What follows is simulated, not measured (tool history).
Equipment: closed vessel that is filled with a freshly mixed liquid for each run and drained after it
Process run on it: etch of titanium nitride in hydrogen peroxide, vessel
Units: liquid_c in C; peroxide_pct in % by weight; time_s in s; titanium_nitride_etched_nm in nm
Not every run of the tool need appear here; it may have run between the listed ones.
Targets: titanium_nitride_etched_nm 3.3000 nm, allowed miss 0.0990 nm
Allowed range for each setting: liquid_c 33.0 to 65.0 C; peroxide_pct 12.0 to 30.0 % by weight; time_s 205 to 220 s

run  hour  liquid_c  peroxide_pct  time_s  titanium_nitride_etched_nm
  1   0.0      49.0          23.0     205                      8.2447
  2   1.0      46.5          23.0     205                      6.9466
  3   8.8      49.0          23.0     205                      8.2821
  4  12.7      46.5          23.0     205                      6.9743
  5  17.8      43.0          23.0     205                      5.3255
  6  26.1      43.0          19.5     205                      5.1124
  7  33.5      42.0          19.5     205                      4.7882
  8  41.7      42.0          19.5     205                      4.7872
  9  49.3      41.0          19.5     205                      4.4419
 10  56.2      36.0          19.5     205                      3.0361

5 candidate next runs follow, results not yet known. Just one meets every target within its allowed miss. Identify it.
  A  63.1      34.5          21.0     220                           ?
  B  63.1      37.0          22.0     205                           ?
  C  63.1      34.0          25.0     205                           ?
  D  63.1      36.0          18.0     205                           ?
  E  63.1      35.5          17.5     205                           ?

move  titanium_nitride_etched_nm
   A                      2.8432
   B                      3.2607
   C                      2.6436
   D                      2.8872
   E                      2.7587
A: lands further from the targets than the last run did
B: each result inside its tolerance
C: lands further from the targets than the last run did
D: lands further from the targets than the last run did
E: lands further from the targets than the last run did
B meets every target.

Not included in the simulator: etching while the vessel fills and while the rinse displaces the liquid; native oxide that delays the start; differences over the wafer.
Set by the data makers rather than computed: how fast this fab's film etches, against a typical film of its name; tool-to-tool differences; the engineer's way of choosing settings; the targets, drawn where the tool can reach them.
